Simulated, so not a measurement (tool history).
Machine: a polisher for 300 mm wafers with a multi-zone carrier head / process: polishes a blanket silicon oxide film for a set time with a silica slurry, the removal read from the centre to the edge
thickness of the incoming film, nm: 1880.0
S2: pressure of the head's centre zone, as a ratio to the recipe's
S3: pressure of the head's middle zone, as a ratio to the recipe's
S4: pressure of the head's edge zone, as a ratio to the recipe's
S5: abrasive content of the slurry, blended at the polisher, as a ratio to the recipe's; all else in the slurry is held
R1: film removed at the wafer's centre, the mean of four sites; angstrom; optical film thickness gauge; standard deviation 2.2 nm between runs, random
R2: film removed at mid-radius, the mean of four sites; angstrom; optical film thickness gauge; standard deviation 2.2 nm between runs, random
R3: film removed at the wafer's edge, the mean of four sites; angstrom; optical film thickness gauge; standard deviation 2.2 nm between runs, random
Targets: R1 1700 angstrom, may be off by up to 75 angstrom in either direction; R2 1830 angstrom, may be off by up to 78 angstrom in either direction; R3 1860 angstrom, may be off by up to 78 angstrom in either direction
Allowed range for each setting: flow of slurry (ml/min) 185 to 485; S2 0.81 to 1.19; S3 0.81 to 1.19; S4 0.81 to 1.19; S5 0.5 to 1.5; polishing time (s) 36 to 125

{"run": 1, "hour": 0.0, "flow of slurry (ml/min)": 310, "S2": 1, "S3": 1, "S4": 1, "S5": 1, "polishing time (s)": 80, "R1": 2687.3, "R2": 2611.5, "R3": 2616.3}
{"run": 2, "hour": 6.4, "flow of slurry (ml/min)": 310, "S2": 1, "S3": 1.06, "S4": 1, "S5": 1, "polishing time (s)": 80, "R1": 2721.5, "R2": 2736.4, "R3": 2568.4}
{"run": 3, "hour": 14.8, "flow of slurry (ml/min)": 310, "S2": 1.04, "S3": 1.06, "S4": 1, "S5": 1, "polishing time (s)": 80, "R1": 2715.4, "R2": 2811.4, "R3": 2644}
{"run": 4, "hour": 22.8, "flow of slurry (ml/min)": 310, "S2": 1.04, "S3": 1.06, "S4": 1, "S5": 1.2, "polishing time (s)": 80, "R1": 3038.4, "R2": 3040, "R3": 2866.7}
{"run": 5, "hour": 27.6, "flow of slurry (ml/min)": 310, "S2": 1.04, "S3": 1.06, "S4": 0.96, "S5": 1.2, "polishing time (s)": 80, "R1": 3065.9, "R2": 3070.8, "R3": 2848.5}
{"run": 6, "hour": 30.4, "flow of slurry (ml/min)": 310, "S2": 1.04, "S3": 1.13, "S4": 0.96, "S5": 1.2, "polishing time (s)": 80, "R1": 3059.6, "R2": 3248, "R3": 2844.1}
{"run": 7, "hour": 35.2, "flow of slurry (ml/min)": 305, "S2": 1.02, "S3": 1.11, "S4": 0.98, "S5": 1.1, "polishing time (s)": 79, "R1": 2887.8, "R2": 2965, "R3": 2716.2}
{"run": 8, "hour": 40.3, "flow of slurry (ml/min)": 315, "S2": 1, "S3": 1.12, "S4": 1.01, "S5": 1, "polishing time (s)": 77, "R1": 2587.1, "R2": 2770.6, "R3": 2578.1}
{"run": 9, "hour": 47.0, "flow of slurry (ml/min)": 315, "S2": 0.99, "S3": 1.11, "S4": 1.02, "S5": 0.95, "polishing time (s)": 76, "R1": 2527.6, "R2": 2599, "R3": 2418.9}
{"run": 10, "hour": 53.0, "flow of slurry (ml/min)": 300, "S2": 0.96, "S3": 1.12, "S4": 1.04, "S5": 0.9, "polishing time (s)": 76, "R1": 2314.8, "R2": 2562.4, "R3": 2362.1}
{"run": 11, "hour": 60.9, "flow of slurry (ml/min)": 295, "S2": 0.94, "S3": 1.1, "S4": 1.04, "S5": 0.85, "polishing time (s)": 76, "R1": 2166.7, "R2": 2458.4, "R3": 2323.4}
{"run": 12, "hour": 61.7, "flow of slurry (ml/min)": 300, "S2": 0.93, "S3": 1.08, "S4": 1.04, "S5": 0.8, "polishing time (s)": 76, "R1": 1990.4, "R2": 2347.9, "R3": 2162.2}
{"run": 13, "hour": 70.5, "flow of slurry (ml/min)": 300, "S2": 0.93, "S3": 1.05, "S4": 1.04, "S5": 0.8, "polishing time (s)": 76, "R1": 2043.6, "R2": 2251.8, "R3": 2242.1}
{"run": 14, "hour": 75.4, "flow of slurry (ml/min)": 305, "S2": 0.93, "S3": 1.04, "S4": 1.03, "S5": 0.75, "polishing time (s)": 76, "R1": 1918.7, "R2": 2117, "R3": 2107.6}
{"run": 15, "hour": 80.2, "flow of slurry (ml/min)": 305, "S2": 0.93, "S3": 1.03, "S4": 1.01, "S5": 0.75, "polishing time (s)": 76, "R1": 1994.7, "R2": 2156.1, "R3": 2089.3}
{"run": 16, "hour": 86.7, "flow of slurry (ml/min)": 305, "S2": 0.92, "S3": 1.02, "S4": 1, "S5": 0.75, "polishing time (s)": 76, "R1": 1980.7, "R2": 2097, "R3": 2042.9}
{"run": 17, "hour": 88.6, "flow of slurry (ml/min)": 305, "S2": 0.91, "S3": 1.01, "S4": 1, "S5": 0.75, "polishing time (s)": 76, "R1": 1926.3, "R2": 2092.4, "R3": 2037.3}
{"run": 18, "hour": 96.6, "flow of slurry (ml/min)": 305, "S2": 0.9, "S3": 1, "S4": 1, "S5": 0.75, "polishing time (s)": 76, "R1": 1894.7, "R2": 2065.2, "R3": 2063.1}
{"run": 19, "hour": 100.2, "flow of slurry (ml/min)": 305, "S2": 0.89, "S3": 0.99, "S4": 0.99, "S5": 0.75, "polishing time (s)": 76, "R1": 1839.8, "R2": 2057.2, "R3": 2068.4}
{"run": 20, "hour": 102.9, "flow of slurry (ml/min)": 305, "S2": 0.91, "S3": 0.94, "S4": 0.91, "S5": 0.55, "polishing time (s)": 75, "R1": 1440.6, "R2": 1486.4, "R3": 1485.9}
{"run": 21, "hour": 107.6, "flow of slurry (ml/min)": 310, "S2": 0.91, "S3": 0.95, "S4": 0.93, "S5": 0.55, "polishing time (s)": 75, "R1": 1412.2, "R2": 1481, "R3": 1514.9}
{"run": 22, "hour": 112.8, "flow of slurry (ml/min)": 310, "S2": 0.92, "S3": 0.96, "S4": 0.95, "S5": 0.55, "polishing time (s)": 75, "R1": 1453.1, "R2": 1508, "R3": 1512.9}
{"run": 23, "hour": 114.1, "flow of slurry (ml/min)": 310, "S2": 0.92, "S3": 0.97, "S4": 0.97, "S5": 0.55, "polishing time (s)": 75, "R1": 1443.8, "R2": 1493.3, "R3": 1531.7}
{"run": 24, "hour": 123.1, "flow of slurry (ml/min)": 310, "S2": 0.92, "S3": 0.98, "S4": 0.98, "S5": 0.55, "polishing time (s)": 75, "R1": 1451.9, "R2": 1533.7, "R3": 1547.1}
{"run": 25, "hour": 130.6, "flow of slurry (ml/min)": 315, "S2": 0.97, "S3": 1.03, "S4": 1.08, "S5": 0.8, "polishing time (s)": 76, "R1": 2156.7, "R2": 2208.5, "R3": 2209.4}
{"run": 26, "hour": 135.7, "flow of slurry (ml/min)": 310, "S2": 0.96, "S3": 1.02, "S4": 1.06, "S5": 0.8, "polishing time (s)": 76, "R1": 2155.5, "R2": 2213.7, "R3": 2232.4}
{"run": 27, "hour": 139.7, "flow of slurry (ml/min)": 305, "S2": 0.95, "S3": 1.01, "S4": 1.04, "S5": 0.8, "polishing time (s)": 76, "R1": 2109.4, "R2": 2184.3, "R3": 2191.2}
{"run": 28, "hour": 146.8, "flow of slurry (ml/min)": 305, "S2": 0.94, "S3": 1, "S4": 1.02, "S5": 0.8, "polishing time (s)": 76, "R1": 2086, "R2": 2202.1, "R3": 2158.2}
{"run": 29, "hour": 152.8, "flow of slurry (ml/min)": 315, "S2": 0.93, "S3": 0.99, "S4": 1, "S5": 0.8, "polishing time (s)": 76, "R1": 2107.4, "R2": 2171.6, "R3": 2179.5}

Exercise: of the 5 proposed moves below, exactly one satisfies all targets within the stated allowed misses. Which move is it?
{"run": "A", "hour": 158.8, "flow of slurry (ml/min)": 365, "S2": 0.99, "S3": 0.94, "S4": 0.94, "S5": 0.7, "polishing time (s)": 69, "R1": "?", "R2": "?", "R3": "?"}
{"run": "B", "hour": 158.8, "flow of slurry (ml/min)": 370, "S2": 0.99, "S3": 0.89, "S4": 0.86, "S5": 0.8, "polishing time (s)": 63, "R1": "?", "R2": "?", "R3": "?"}
{"run": "C", "hour": 158.8, "flow of slurry (ml/min)": 415, "S2": 1.04, "S3": 1.16, "S4": 0.83, "S5": 1, "polishing time (s)": 67, "R1": "?", "R2": "?", "R3": "?"}
{"run": "D", "hour": 158.8, "flow of slurry (ml/min)": 300, "S2": 0.88, "S3": 0.97, "S4": 0.98, "S5": 0.65, "polishing time (s)": 78, "R1": "?", "R2": "?", "R3": "?"}
{"run": "E", "hour": 158.8, "flow of slurry (ml/min)": 410, "S2": 0.96, "S3": 0.84, "S4": 1.09, "S5": 0.75, "polishing time (s)": 71, "R1": "?", "R2": "?", "R3": "?"}

move=A R1=1835.2 R2=1714.9 R3=1753.1
move=B R1=1853.9 R2=1656 R3=1701.4
move=C R1=2412 R2=2557.9 R3=2056.7
move=D R1=1703.3 R2=1843.8 R3=1877.5
move=E R1=1947.2 R2=1709.7 R3=2060.6
A: moves toward the targets from the last run without getting all of them in spec
B: moves toward the targets from the last run without getting all of them in spec
C: lands further from the targets than the last run did
D: all results land within tolerance of their targets
E: moves toward the targets from the last run without getting all of them in spec
Correct choice: D, which meets every target
